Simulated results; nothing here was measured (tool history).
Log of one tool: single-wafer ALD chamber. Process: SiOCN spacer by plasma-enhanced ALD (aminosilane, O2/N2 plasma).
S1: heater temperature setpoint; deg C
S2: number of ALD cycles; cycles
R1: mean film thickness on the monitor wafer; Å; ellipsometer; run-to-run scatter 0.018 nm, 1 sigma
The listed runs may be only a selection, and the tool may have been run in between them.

run 1 hour=0 | S1=380 S2=88 | R1=57.246
run 2 hour=6.1 | S1=390 S2=88 | R1=56.641
run 3 hour=7.3 | S1=390 S2=84 | R1=54.449
run 4 hour=11.4 | S1=396 S2=84 | R1=54.219
run 5 hour=17.6 | S1=396 S2=80 | R1=51.799
run 6 hour=20 | S1=404 S2=80 | R1=51.514
run 7 hour=21 | S1=404 S2=77 | R1=49.727
run 8 hour=24.8 | S1=404 S2=75 | R1=47.999
run 9 hour=27.3 | S1=404 S2=73 | R1=47.181
run 10 hour=34.5 | S1=404 S2=71 | R1=45.503
run 11 hour=38.5 | S1=404 S2=70 | R1=45.211
run 12 hour=41.7 | S1=404 S2=62 | R1=40.019

Run 13 has not been measured yet. What should we expect?
run 13 hour=48.9 | S1=404 S2=63 | R1=?

R1: 40.764 Å
